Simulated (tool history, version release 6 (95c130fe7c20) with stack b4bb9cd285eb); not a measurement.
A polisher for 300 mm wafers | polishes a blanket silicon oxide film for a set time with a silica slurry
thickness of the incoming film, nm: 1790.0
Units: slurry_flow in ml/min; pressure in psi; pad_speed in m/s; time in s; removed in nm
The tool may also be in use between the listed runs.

Run 1, hour 0: slurry_flow 190 ml/min, pressure 3.5 psi, pad_speed 1.2 m/s, slurry_solids 1, time 115 s. Result: removed 247.17 nm.
Run 2, hour 1.1: slurry_flow 190 ml/min, pressure 3 psi, pad_speed 1.2 m/s, slurry_solids 1, time 115 s. Result: removed 211.98 nm.
Run 3, hour 5.9: slurry_flow 190 ml/min, pressure 3.3 psi, pad_speed 1.2 m/s, slurry_solids 1, time 115 s. Result: removed 236.69 nm.
Run 4, hour 7.2: slurry_flow 190 ml/min, pressure 3.5 psi, pad_speed 1.2 m/s, slurry_solids 1, time 115 s. Result: removed 254.29 nm.
Run 5, hour 9.1: slurry_flow 190 ml/min, pressure 3.7 psi, pad_speed 1.2 m/s, slurry_solids 1, time 115 s. Result: removed 268.13 nm.
At hour 17.6: worn pad replaced by a new one.
Run 6, hour 17.6: slurry_flow 175 ml/min, pressure 3.7 psi, pad_speed 1.2 m/s, slurry_solids 1, time 115 s. Result: removed 289.35 nm.
Run 7, hour 18.8: slurry_flow 170 ml/min, pressure 3.8 psi, pad_speed 1.2 m/s, slurry_solids 1, time 115 s. Result: removed 295.39 nm.
Run 8, hour 27.6: slurry_flow 165 ml/min, pressure 3.9 psi, pad_speed 1.2 m/s, slurry_solids 1, time 115 s. Result: removed 311.53 nm.

The next listed run, before its measurement:
Run 9, hour 30.6: slurry_flow 160 ml/min, pressure 4 psi, pad_speed 1.2 m/s, slurry_solids 1, time 115 s. Result: removed ?.

Run 9 gave removed 310.23 nm.

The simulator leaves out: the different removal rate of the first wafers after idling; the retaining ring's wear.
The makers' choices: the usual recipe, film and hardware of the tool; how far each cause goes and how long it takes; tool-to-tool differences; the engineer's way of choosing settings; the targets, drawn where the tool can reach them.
